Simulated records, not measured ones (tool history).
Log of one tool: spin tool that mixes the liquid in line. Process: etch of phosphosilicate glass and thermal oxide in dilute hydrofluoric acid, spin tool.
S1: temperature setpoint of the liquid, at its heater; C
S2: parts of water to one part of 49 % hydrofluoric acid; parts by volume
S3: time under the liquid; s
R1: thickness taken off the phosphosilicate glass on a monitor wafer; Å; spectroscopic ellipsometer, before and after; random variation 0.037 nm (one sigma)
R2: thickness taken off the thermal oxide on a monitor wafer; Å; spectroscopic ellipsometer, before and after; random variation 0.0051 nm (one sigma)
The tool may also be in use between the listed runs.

run	day	S1	S2	S3	R1	R2
1	0	21	275	30	138.16	2.9299
2	0.2	21	275	25	116.44	2.4692
3	0.438	20	325	25	90.466	1.9919
4	0.758	20	325	35	124.28	2.899
5	1.004	20	370	35	105.35	2.4541
6	1.221	20	415	35	91.089	2.0201

The next listed run, before its measurement:
7	1.5	17	500	20	?	?

{"run 7": {"R1": 36.651, "R2": 0.74947}}
